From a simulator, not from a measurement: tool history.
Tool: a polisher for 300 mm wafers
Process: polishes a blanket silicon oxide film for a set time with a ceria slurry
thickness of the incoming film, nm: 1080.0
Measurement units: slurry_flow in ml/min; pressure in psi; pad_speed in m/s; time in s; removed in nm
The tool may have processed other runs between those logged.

Run 1, hour 0: slurry_flow 135 ml/min, pressure 2.4 psi, pad_speed 1.26 m/s, time 131 s. Result: removed 538.27 nm.
Run 2, hour 4.8: slurry_flow 150 ml/min, pressure 2.4 psi, pad_speed 1.26 m/s, time 131 s. Result: removed 559.61 nm.
Run 3, hour 8.4: slurry_flow 170 ml/min, pressure 2.4 psi, pad_speed 1.26 m/s, time 131 s. Result: removed 565.53 nm.
Run 4, hour 16.4: slurry_flow 170 ml/min, pressure 2.7 psi, pad_speed 1.26 m/s, time 131 s. Result: removed 643.91 nm.
Run 5, hour 22.9: slurry_flow 170 ml/min, pressure 2.9 psi, pad_speed 1.26 m/s, time 131 s. Result: removed 660.92 nm.
Run 6, hour 29.7: slurry_flow 160 ml/min, pressure 2.4 psi, pad_speed 1.24 m/s, time 131 s. Result: removed 555.26 nm.
Run 7, hour 31.9: slurry_flow 150 ml/min, pressure 2.1 psi, pad_speed 1.24 m/s, time 131 s. Result: removed 493.61 nm.
Run 8, hour 40.8: slurry_flow 145 ml/min, pressure 1.9 psi, pad_speed 1.24 m/s, time 131 s. Result: removed 448.4 nm.

Run 9 is up next; what results do you expect?
Run 9, hour 43.8: slurry_flow 140 ml/min, pressure 1.8 psi, pad_speed 1.24 m/s, time 131 s. Result: removed ?.

{"run 9": {"removed": 425.9}}
